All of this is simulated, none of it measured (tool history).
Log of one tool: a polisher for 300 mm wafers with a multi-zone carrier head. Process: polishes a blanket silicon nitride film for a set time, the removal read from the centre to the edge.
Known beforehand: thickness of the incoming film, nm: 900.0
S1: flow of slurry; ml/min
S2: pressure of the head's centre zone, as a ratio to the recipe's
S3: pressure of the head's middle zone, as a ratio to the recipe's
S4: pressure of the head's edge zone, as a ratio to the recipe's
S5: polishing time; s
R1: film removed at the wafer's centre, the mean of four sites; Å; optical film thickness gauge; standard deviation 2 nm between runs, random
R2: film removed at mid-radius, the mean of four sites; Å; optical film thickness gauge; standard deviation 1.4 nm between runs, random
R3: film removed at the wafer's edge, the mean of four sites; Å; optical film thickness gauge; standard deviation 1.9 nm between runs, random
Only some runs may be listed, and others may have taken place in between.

run	hour	S1	S2	S3	S4	S5	R1	R2	R3
1	0	200	1	1	1	69	1486.2	1502.1	1517.1
2	8	205	1	1.02	1.02	71	1554.8	1572.3	1568.5
3	9.2	205	0.99	1.03	1.04	73	1557.6	1627.1	1607.3
4	14.5	205	0.98	1.03	1.05	75	1557.5	1676.7	1679.9
5	23.3	205	0.92	1.03	1.05	75	1474.1	1675.9	1675.7
6	24.6	210	0.93	1.04	1.06	76	1549.9	1731.6	1708.1

Run 7 comes next. What will it give?
7	27.6	215	0.93	1.04	1.07	77	?	?	?

Logged for run 7: R1 1537.5 Å, R2 1752.4 Å, R3 1723.8 Å.

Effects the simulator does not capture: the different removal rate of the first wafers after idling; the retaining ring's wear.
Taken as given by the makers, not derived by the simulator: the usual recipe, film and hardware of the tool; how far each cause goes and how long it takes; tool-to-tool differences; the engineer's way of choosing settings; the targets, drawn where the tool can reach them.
